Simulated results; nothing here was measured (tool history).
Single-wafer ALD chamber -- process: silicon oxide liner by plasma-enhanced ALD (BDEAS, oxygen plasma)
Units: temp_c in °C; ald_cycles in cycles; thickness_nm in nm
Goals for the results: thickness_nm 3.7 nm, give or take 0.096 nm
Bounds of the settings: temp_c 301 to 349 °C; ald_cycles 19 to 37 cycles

run	hour	temp_c	ald_cycles	thickness_nm
1	0	325	28	2.9016
2	3.8	329	28	2.8943
3	9.5	329	29	2.9829
4	10.8	329	26	2.6698
5	14.1	328	28	2.8859
6	16.4	328	29	2.9842
7	20.3	328	30	3.0872
8	21.4	328	31	3.2023
9	26	328	31	3.1831
10	31.3	328	32	3.3054
11	39.6	328	33	3.3801
12	42.4	328	34	3.5387
13	48.9	328	34	3.524
14	52.6	328	35	3.5705

Below are 4 possible settings for the next run. Only one of them brings all results inside the allowed miss of their targets. Which is it?
A	56.3	319	32	?
B	56.3	336	34	?
C	56.3	322	33	?
D	56.3	328	36	?

move	thickness_nm
A	3.3483
B	3.4782
C	3.4393
D	3.7223
A: moves away from the targets compared with the last run
B: moves away from the targets compared with the last run
C: moves away from the targets compared with the last run
D: all results in spec
Answer: D

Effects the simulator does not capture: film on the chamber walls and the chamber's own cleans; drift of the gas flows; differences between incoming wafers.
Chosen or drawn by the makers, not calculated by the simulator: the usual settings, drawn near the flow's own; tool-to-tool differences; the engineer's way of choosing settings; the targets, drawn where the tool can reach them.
